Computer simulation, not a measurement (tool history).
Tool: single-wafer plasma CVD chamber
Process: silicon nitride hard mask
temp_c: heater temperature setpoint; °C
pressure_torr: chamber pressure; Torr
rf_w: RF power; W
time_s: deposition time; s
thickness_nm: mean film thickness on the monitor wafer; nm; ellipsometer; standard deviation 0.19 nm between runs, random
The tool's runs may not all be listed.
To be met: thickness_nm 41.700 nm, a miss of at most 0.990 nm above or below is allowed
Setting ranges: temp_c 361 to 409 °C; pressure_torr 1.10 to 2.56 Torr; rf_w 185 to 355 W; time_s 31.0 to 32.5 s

run	hour	temp_c	pressure_torr	rf_w	time_s	thickness_nm
1	0.0	385	1.83	270	32.5	36.688
2	1.6	385	1.64	270	32.5	35.971
3	9.3	385	1.75	280	32.5	36.807
4	16.8	385	1.55	280	32.5	35.666
5	21.0	385	1.55	280	31.0	34.181
6	23.5	385	1.55	305	31.0	35.923
7	31.0	385	1.69	310	31.1	37.347
8	38.5	385	1.79	315	31.1	38.213
9	40.3	385	1.87	320	31.1	38.784
10	41.1	385	1.94	325	31.1	39.213

4 next moves are on the table. One of them brings every result within its allowed miss. Which?
A	41.9	392	2.21	300	31.3	?
B	41.9	385	1.89	330	32.5	?
C	41.9	384	1.56	295	32.5	?
D	41.9	392	2.09	285	31.7	?

move	thickness_nm
A	38.673
B	40.912
C	36.610
D	37.546
A: the biggest miss grows against the last run
B: hits every target within its allowed miss
C: the biggest miss grows against the last run
D: the biggest miss grows against the last run
Answer: B

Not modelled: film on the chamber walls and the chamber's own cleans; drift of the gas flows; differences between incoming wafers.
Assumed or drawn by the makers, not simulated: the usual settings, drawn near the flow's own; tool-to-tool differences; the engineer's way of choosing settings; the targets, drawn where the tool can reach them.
